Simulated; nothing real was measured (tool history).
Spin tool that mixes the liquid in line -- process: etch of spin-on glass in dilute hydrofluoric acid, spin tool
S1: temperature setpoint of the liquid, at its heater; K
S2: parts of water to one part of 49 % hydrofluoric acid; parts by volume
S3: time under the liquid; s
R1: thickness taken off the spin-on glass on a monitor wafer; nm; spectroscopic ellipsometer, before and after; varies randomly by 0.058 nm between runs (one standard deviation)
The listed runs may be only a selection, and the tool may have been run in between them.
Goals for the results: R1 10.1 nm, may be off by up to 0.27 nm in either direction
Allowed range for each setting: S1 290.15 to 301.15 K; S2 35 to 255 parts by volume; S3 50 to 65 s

run	day	S1	S2	S3	R1
1	0	293.15	145	65	11.647
2	0.204	292.65	145	65	11.52
3	0.408	292.65	145	50	8.745
4	0.638	294.65	145	50	9.5456
5	0.95	291.65	145	50	8.5431
6	1.062	292.15	145	50	8.719
7	1.167	292.65	145	50	8.859
8	1.267	293.15	145	50	8.9828

Which one of the following 4 next-run settings gets every result inside its allowed miss? There is exactly one.
A	1.367	290.65	120	50	?
B	1.367	294.65	160	50	?
C	1.367	292.15	155	50	?
D	1.367	293.65	170	55	?

move	R1
A	10.14
B	8.5685
C	8.0546
D	8.4426
A: each result inside its tolerance
B: its largest miss is bigger than the last run's
C: its largest miss is bigger than the last run's
D: its largest miss is bigger than the last run's
So the answer is move A, the one that meets all the targets.
